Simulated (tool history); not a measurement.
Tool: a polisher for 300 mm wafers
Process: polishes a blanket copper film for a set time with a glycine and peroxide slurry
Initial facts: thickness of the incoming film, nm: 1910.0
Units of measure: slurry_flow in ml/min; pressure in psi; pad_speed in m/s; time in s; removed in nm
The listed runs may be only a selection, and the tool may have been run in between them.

run	day	slurry_flow	pressure	pad_speed	time	removed
1	0.000	175	3.5	1.20	61	394.81
2	0.275	140	3.5	1.20	61	382.12
3	0.312	135	2.9	1.18	61	319.34
4	0.342	135	2.9	1.18	64	333.11
5	0.583	135	2.9	1.18	61	321.31
6	0.717	135	2.9	1.32	61	346.14
7	0.867	130	2.5	1.28	61	295.96

Expected results for the next run?
8	0.904	115	1.6	1.26	61	?

Run 8 came out at removed 198.06 nm.
